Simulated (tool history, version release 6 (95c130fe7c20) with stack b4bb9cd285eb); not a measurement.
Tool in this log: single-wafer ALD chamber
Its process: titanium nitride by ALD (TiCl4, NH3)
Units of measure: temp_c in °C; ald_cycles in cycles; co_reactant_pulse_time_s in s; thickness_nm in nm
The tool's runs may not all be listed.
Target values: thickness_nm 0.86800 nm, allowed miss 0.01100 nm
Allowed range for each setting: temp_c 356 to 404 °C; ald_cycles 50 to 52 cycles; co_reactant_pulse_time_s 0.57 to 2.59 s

run    day  temp_c  ald_cycles  co_reactant_pulse_time_s  thickness_nm
  1  0.000     380          50                      1.58       1.02980
  2  0.212     388          50                      1.58       1.04050
  3  0.425     388          50                      1.98       1.05850
  4  0.529     384          50                      1.98       1.04980
  5  0.562     384          50                      1.55       1.03390
  6  0.700     384          50                      1.94       1.05410
  7  0.938     380          50                      1.74       1.03870
  8  1.033     377          50                      1.57       1.01970
  9  1.333     374          50                      1.43       1.00730
 10  1.371     362          50                      0.92       0.88241

Below are 5 possible settings for the next run. Only one of them brings all results inside the allowed miss of their targets. Which is it?
  A  1.408     357          50                      1.12             ?
  B  1.408     363          52                      0.86             ?
  C  1.408     357          52                      0.86             ?
  D  1.408     363          50                      0.96             ?
  E  1.408     361          50                      1.04             ?

move  thickness_nm
   A       0.91803
   B       0.90104
   C       0.87147
   D       0.90153
   E       0.91498
A: its largest miss is bigger than the last run's
B: its largest miss is bigger than the last run's
C: hits every target within its allowed miss
D: its largest miss is bigger than the last run's
E: its largest miss is bigger than the last run's
Answer: C
